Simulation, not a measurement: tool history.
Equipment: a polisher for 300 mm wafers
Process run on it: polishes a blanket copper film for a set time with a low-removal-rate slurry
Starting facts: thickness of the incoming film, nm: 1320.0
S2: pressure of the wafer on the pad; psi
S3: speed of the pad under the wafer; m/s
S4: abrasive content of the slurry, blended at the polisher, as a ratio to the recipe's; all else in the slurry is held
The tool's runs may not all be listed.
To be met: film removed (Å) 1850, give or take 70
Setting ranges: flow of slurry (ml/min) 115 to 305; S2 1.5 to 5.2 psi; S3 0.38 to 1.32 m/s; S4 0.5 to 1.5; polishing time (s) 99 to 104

run 1 day=0 | flow_of_slurry_(ml/min)=195 S2=3.3 S3=0.84 S4=1 polishing_time_(s)=99 | film_removed_(Å)=2511.9
run 2 day=0.338 | flow_of_slurry_(ml/min)=195 S2=3 S3=0.84 S4=1 polishing_time_(s)=99 | film_removed_(Å)=2315
run 3 day=0.479 | flow_of_slurry_(ml/min)=195 S2=3 S3=0.84 S4=1 polishing_time_(s)=99 | film_removed_(Å)=2317.7
run 4 day=0.533 | flow_of_slurry_(ml/min)=195 S2=3 S3=0.84 S4=1 polishing_time_(s)=104 | film_removed_(Å)=2448.5
run 5 day=0.892 | flow_of_slurry_(ml/min)=195 S2=3 S3=0.84 S4=1 polishing_time_(s)=99 | film_removed_(Å)=2249.8
run 6 day=1.125 | flow_of_slurry_(ml/min)=195 S2=3 S3=0.84 S4=1 polishing_time_(s)=104 | film_removed_(Å)=2453.5
run 7 day=1.204 | flow_of_slurry_(ml/min)=190 S2=2 S3=0.82 S4=1 polishing_time_(s)=104 | film_removed_(Å)=1618.9
run 8 day=1.383 | flow_of_slurry_(ml/min)=195 S2=2.1 S3=0.82 S4=1 polishing_time_(s)=104 | film_removed_(Å)=1697.4
run 9 day=1.408 | flow_of_slurry_(ml/min)=200 S2=2.2 S3=0.82 S4=1 polishing_time_(s)=104 | film_removed_(Å)=1740.4

Next run, 4 choices. One meets every target within its allowed miss, the rest don't. Which?
run A day=1.433 | flow_of_slurry_(ml/min)=220 S2=2.1 S3=0.94 S4=0.85 polishing_time_(s)=104 | film_removed_(Å)=?
run B day=1.433 | flow_of_slurry_(ml/min)=185 S2=2.4 S3=0.76 S4=1.05 polishing_time_(s)=100 | film_removed_(Å)=?
run C day=1.433 | flow_of_slurry_(ml/min)=255 S2=2.6 S3=0.68 S4=0.95 polishing_time_(s)=99 | film_removed_(Å)=?
run D day=1.433 | flow_of_slurry_(ml/min)=180 S2=1.9 S3=0.84 S4=1.15 polishing_time_(s)=104 | film_removed_(Å)=?

move=A film_removed_(Å)=1849.2
move=B film_removed_(Å)=1716.4
move=C film_removed_(Å)=1675.3
move=D film_removed_(Å)=1592.8
A: each result inside its tolerance
B: misses by more than the last run did
C: misses by more than the last run did
D: misses by more than the last run did
The move that meets every target is A.
